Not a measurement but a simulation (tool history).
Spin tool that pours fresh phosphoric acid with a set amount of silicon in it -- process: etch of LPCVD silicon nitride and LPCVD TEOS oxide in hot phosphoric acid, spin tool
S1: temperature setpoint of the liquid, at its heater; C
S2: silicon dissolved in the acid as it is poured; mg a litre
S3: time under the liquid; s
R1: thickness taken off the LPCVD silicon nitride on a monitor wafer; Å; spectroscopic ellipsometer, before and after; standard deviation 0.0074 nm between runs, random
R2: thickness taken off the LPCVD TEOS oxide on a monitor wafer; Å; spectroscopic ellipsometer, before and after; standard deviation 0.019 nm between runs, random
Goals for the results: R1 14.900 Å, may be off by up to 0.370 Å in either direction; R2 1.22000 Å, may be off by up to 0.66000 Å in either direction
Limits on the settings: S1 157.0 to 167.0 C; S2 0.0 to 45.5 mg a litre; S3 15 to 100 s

{"run": 1, "hour": 0.0, "S1": 162.0, "S2": 20.0, "S3": 50, "R1": 46.806, "R2": 2.5375}
{"run": 2, "hour": 7.7, "S1": 162.0, "S2": 16.0, "S3": 50, "R1": 46.201, "R2": 3.0155}
{"run": 3, "hour": 15.5, "S1": 162.0, "S2": 16.0, "S3": 65, "R1": 60.429, "R2": 3.1272}
{"run": 4, "hour": 18.5, "S1": 160.5, "S2": 11.0, "S3": 50, "R1": 44.213, "R2": 3.5}
{"run": 5, "hour": 26.7, "S1": 159.5, "S2": 7.5, "S3": 40, "R1": 34.333, "R2": 1.4446}
{"run": 6, "hour": 31.2, "S1": 158.5, "S2": 5.0, "S3": 30, "R1": 24.928, "R2": 1.4625}
{"run": 7, "hour": 35.9, "S1": 157.0, "S2": 0.0, "S3": 15, "R1": 11.784, "R2": 0.725}
{"run": 8, "hour": 38.1, "S1": 158.0, "S2": 0.0, "S3": 15, "R1": 12.267, "R2": 0.7592}
{"run": 9, "hour": 41.9, "S1": 159.5, "S2": 2.5, "S3": 15, "R1": 12.83, "R2": 0.86888}
{"run": 10, "hour": 45.0, "S1": 160.5, "S2": 6.5, "S3": 15, "R1": 13.245, "R2": 0.71043}
{"run": 11, "hour": 48.3, "S1": 161.5, "S2": 5.0, "S3": 15, "R1": 13.592, "R2": 0.8511}
{"run": 12, "hour": 51.6, "S1": 162.0, "S2": 4.0, "S3": 15, "R1": 13.92, "R2": 0.80815}
{"run": 13, "hour": 57.3, "S1": 162.5, "S2": 2.5, "S3": 15, "R1": 14.109, "R2": 1.3538}
{"run": 14, "hour": 60.0, "S1": 163.0, "S2": 4.0, "S3": 15, "R1": 14.392, "R2": 0.88066}

Of the 4 settings listed for the next run, only one would bring every result within its allowed miss of target. Which one?
{"run": "A", "hour": 62.7, "S1": 162.5, "S2": 7.5, "S3": 15, "R1": "?", "R2": "?"}
{"run": "B", "hour": 62.7, "S1": 164.0, "S2": 0.0, "S3": 15, "R1": "?", "R2": "?"}
{"run": "C", "hour": 62.7, "S1": 163.5, "S2": 41.0, "S3": 15, "R1": "?", "R2": "?"}
{"run": "D", "hour": 62.7, "S1": 162.0, "S2": 36.0, "S3": 15, "R1": "?", "R2": "?"}

move=A R1=14.099 R2=0.92438
move=B R1=14.817 R2=1.19420
move=C R1=14.574 R2=0.29311
move=D R1=13.867 R2=0.35644
A: moves away from the targets compared with the last run
B: meets every target
C: the worst result of the last run now meets its target, but another is out of spec
D: moves away from the targets compared with the last run
B is the move that brings every result within its allowed miss.
